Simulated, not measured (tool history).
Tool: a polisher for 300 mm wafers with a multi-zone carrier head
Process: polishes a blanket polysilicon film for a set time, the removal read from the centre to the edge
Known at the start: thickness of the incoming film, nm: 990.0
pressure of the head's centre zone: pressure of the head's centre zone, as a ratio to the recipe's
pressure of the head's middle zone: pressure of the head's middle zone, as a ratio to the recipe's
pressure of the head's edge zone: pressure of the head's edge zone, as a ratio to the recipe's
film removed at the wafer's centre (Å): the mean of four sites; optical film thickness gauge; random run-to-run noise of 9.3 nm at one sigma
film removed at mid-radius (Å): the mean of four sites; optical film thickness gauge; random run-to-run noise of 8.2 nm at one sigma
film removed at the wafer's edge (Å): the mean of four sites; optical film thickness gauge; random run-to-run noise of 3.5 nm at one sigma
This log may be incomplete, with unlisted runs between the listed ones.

run  hour  flow of slurry (ml/min)  pressure of the head's centre zone  pressure of the head's middle zone  pressure of the head's edge zone  polishing time (s)  film removed at the wafer's centre (Å)  film removed at mid-radius (Å)  film removed at the wafer's edge (Å)
  1     0                      125                                   1                                   1                                 1                  32                                  3896.8                          3857.1                                3850.3
  2   6.8                      135                                1.03                                1.03                              1.02                  34                                  4442.3                            4217                                  4193
  3  12.2                      135                                1.03                                1.07                              1.02                  34                                  4404.8                          4336.7                                4211.4
  4  15.8                      145                                1.04                                1.09                              1.02                  35                                  4714.8                          4578.1                                4330.4
  5  18.2                      130                                1.04                                1.09                              1.02                  35                                  4558.6                          4581.3                                4266.2
  6  19.2                      135                                1.06                                1.11                              1.04                  36                                  4930.2                          4871.3                                4495.2
  7  25.3                      140                                1.07                                1.12                              1.07                  37                                  5047.4                          4959.5                                4680.8

Run 8 is up next; what results do you expect?
  8  27.7                      145                                1.08                                1.13                              1.07                  38                                       ?                               ?                                     ?

Run 8 produced film removed at the wafer's centre (Å) 5260.9, film removed at mid-radius (Å) 5234.9, film removed at the wafer's edge (Å) 4772.9.
